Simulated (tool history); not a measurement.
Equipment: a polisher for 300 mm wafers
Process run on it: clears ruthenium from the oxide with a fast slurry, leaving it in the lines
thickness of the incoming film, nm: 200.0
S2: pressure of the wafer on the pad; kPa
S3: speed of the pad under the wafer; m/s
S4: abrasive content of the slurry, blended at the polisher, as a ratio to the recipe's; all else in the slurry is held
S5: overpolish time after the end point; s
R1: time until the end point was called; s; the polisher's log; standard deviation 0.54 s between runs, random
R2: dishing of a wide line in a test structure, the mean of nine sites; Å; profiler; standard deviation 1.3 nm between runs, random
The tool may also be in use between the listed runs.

run 1 hour=0.0 | flow_of_slurry_(ml/min)=200 S2=20.7 S3=1.12 S4=1.0 S5=29 | R1=41.998 R2=1052.00
run 2 hour=4.2 | flow_of_slurry_(ml/min)=155 S2=20.7 S3=1.12 S4=1.0 S5=29 | R1=45.033 R2=995.27
run 3 hour=5.5 | flow_of_slurry_(ml/min)=135 S2=20.7 S3=1.12 S4=1.0 S5=29 | R1=46.100 R2=974.85
run 4 hour=7.8 | flow_of_slurry_(ml/min)=135 S2=20.7 S3=1.12 S4=1.0 S5=18 | R1=46.017 R2=673.72
run 5 hour=15.8 | flow_of_slurry_(ml/min)=145 S2=22.1 S3=1.12 S4=1.0 S5=17 | R1=41.783 R2=671.73
run 6 hour=18.5 | flow_of_slurry_(ml/min)=170 S2=22.1 S3=1.12 S4=1.0 S5=17 | R1=40.278 R2=699.28
run 7 hour=26.7 | flow_of_slurry_(ml/min)=180 S2=22.8 S3=1.12 S4=1.0 S5=17 | R1=38.492 R2=723.55
run 8 hour=34.1 | flow_of_slurry_(ml/min)=185 S2=23.4 S3=1.12 S4=1.0 S5=17 | R1=36.697 R2=748.50
run 9 hour=36.6 | flow_of_slurry_(ml/min)=185 S2=23.4 S3=1.12 S4=1.0 S5=17 | R1=36.896 R2=767.39
run 10 hour=37.9 | flow_of_slurry_(ml/min)=195 S2=24.1 S3=1.12 S4=1.0 S5=16 | R1=35.109 R2=747.86
run 11 hour=40.4 | flow_of_slurry_(ml/min)=200 S2=24.8 S3=1.12 S4=1.0 S5=16 | R1=34.893 R2=775.47
run 12 hour=43.7 | flow_of_slurry_(ml/min)=205 S2=25.5 S3=1.12 S4=1.0 S5=15 | R1=32.888 R2=741.46

Expected results for the next run?
run 13 hour=47.0 | flow_of_slurry_(ml/min)=210 S2=26.2 S3=1.12 S4=1.0 S5=15 | R1=? R2=?

Run 13 gave R1 32.496 s, R2 770.48 Å.
